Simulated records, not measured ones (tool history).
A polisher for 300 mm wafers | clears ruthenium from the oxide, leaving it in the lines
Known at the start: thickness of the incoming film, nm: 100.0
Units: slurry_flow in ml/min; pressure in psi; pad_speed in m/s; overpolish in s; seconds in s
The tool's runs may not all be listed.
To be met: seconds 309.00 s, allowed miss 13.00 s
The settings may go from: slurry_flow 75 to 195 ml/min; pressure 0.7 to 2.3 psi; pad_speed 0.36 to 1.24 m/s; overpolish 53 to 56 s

Run 1, hour 0.0: slurry_flow 125 ml/min, pressure 1.5 psi, pad_speed 0.80 m/s, overpolish 53 s. Result: seconds 194.32 s.
Run 2, hour 3.5: slurry_flow 125 ml/min, pressure 1.5 psi, pad_speed 0.96 m/s, overpolish 53 s. Result: seconds 168.69 s.
Run 3, hour 12.4: slurry_flow 125 ml/min, pressure 1.5 psi, pad_speed 1.06 m/s, overpolish 53 s. Result: seconds 159.40 s.
Run 4, hour 15.4: slurry_flow 105 ml/min, pressure 1.5 psi, pad_speed 1.06 m/s, overpolish 53 s. Result: seconds 172.56 s.
Run 5, hour 19.2: slurry_flow 105 ml/min, pressure 1.8 psi, pad_speed 1.06 m/s, overpolish 53 s. Result: seconds 146.19 s.
Run 6, hour 26.4: slurry_flow 125 ml/min, pressure 1.8 psi, pad_speed 1.06 m/s, overpolish 53 s. Result: seconds 137.22 s.
Run 7, hour 27.1: slurry_flow 120 ml/min, pressure 1.6 psi, pad_speed 1.02 m/s, overpolish 53 s. Result: seconds 157.35 s.
Run 8, hour 31.7: slurry_flow 115 ml/min, pressure 1.5 psi, pad_speed 1.00 m/s, overpolish 53 s. Result: seconds 171.41 s.
Run 9, hour 39.3: slurry_flow 110 ml/min, pressure 1.4 psi, pad_speed 0.98 m/s, overpolish 53 s. Result: seconds 189.52 s.
Run 10, hour 41.5: slurry_flow 105 ml/min, pressure 1.3 psi, pad_speed 0.98 m/s, overpolish 53 s. Result: seconds 198.28 s.
Run 11, hour 47.1: slurry_flow 100 ml/min, pressure 1.2 psi, pad_speed 0.96 m/s, overpolish 53 s. Result: seconds 219.40 s.
Run 12, hour 52.2: slurry_flow 95 ml/min, pressure 1.1 psi, pad_speed 0.96 m/s, overpolish 53 s. Result: seconds 236.00 s.
Run 13, hour 53.1: slurry_flow 95 ml/min, pressure 1.0 psi, pad_speed 0.96 m/s, overpolish 53 s. Result: seconds 255.61 s.
Run 14, hour 58.8: slurry_flow 85 ml/min, pressure 0.9 psi, pad_speed 0.96 m/s, overpolish 53 s. Result: seconds 278.78 s.

Which of these 5 next moves meets every target?
Run A, hour 64.5: slurry_flow 85 ml/min, pressure 1.0 psi, pad_speed 1.10 m/s, overpolish 54 s. Result: seconds ?.
Run B, hour 64.5: slurry_flow 80 ml/min, pressure 1.1 psi, pad_speed 0.82 m/s, overpolish 56 s. Result: seconds ?.
Run C, hour 64.5: slurry_flow 120 ml/min, pressure 0.9 psi, pad_speed 0.72 m/s, overpolish 53 s. Result: seconds ?.
Run D, hour 64.5: slurry_flow 80 ml/min, pressure 0.8 psi, pad_speed 1.12 m/s, overpolish 55 s. Result: seconds ?.
Run E, hour 64.5: slurry_flow 80 ml/min, pressure 0.9 psi, pad_speed 0.96 m/s, overpolish 56 s. Result: seconds ?.

move  seconds
   A   231.46
   B   266.80
   C   301.00
   D   271.86
   E   278.47
A: further off than the last run
B: further off than the last run
C: meets every target
D: further off than the last run
E: as far off as the last run
Move C is the one to make.
